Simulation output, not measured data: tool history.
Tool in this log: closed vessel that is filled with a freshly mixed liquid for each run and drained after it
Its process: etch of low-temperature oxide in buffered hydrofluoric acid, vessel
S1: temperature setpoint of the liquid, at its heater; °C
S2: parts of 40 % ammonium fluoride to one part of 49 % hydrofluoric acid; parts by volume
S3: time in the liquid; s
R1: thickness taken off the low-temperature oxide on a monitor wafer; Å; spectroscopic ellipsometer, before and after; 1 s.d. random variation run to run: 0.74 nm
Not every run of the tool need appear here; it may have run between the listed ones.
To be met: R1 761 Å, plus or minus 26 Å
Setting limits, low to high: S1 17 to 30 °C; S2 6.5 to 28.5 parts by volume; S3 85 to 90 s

| run | hour | S1 | S2 | S3 | R1 |
|---|---|---|---|---|---|
| 1 | 0 | 22 | 17.5 | 85 | 1233.8 |
| 2 | 5.6 | 20.5 | 19 | 85 | 1060.2 |
| 3 | 8.6 | 20.5 | 22 | 85 | 934.01 |
| 4 | 15.1 | 19.5 | 22 | 85 | 893.49 |
| 5 | 20.2 | 21.5 | 22 | 85 | 1001.2 |
| 6 | 23.7 | 20 | 22 | 85 | 896.88 |
| 7 | 29.5 | 19 | 22 | 85 | 876.66 |
| 8 | 36.8 | 18.5 | 22.5 | 85 | 823.26 |
| 9 | 44.5 | 18.5 | 22.5 | 85 | 826.58 |
| 10 | 47.9 | 18 | 22.5 | 85 | 802.25 |

Exactly one of the 4 candidate moves below puts every result within its allowed miss. Which one?
| A | 51.3 | 19.5 | 25 | 85 | ? |
| B | 51.3 | 17.5 | 23 | 85 | ? |
| C | 51.3 | 17.5 | 23 | 90 | ? |
| D | 51.3 | 17 | 22 | 90 | ? |

| move | R1 |
|---|---|
| A | 826.96 |
| B | 782.01 |
| C | 828.01 |
| D | 829.78 |
A: moves away from the targets compared with the last run
B: all results in spec
C: moves away from the targets compared with the last run
D: moves away from the targets compared with the last run
Move B is the one to make.
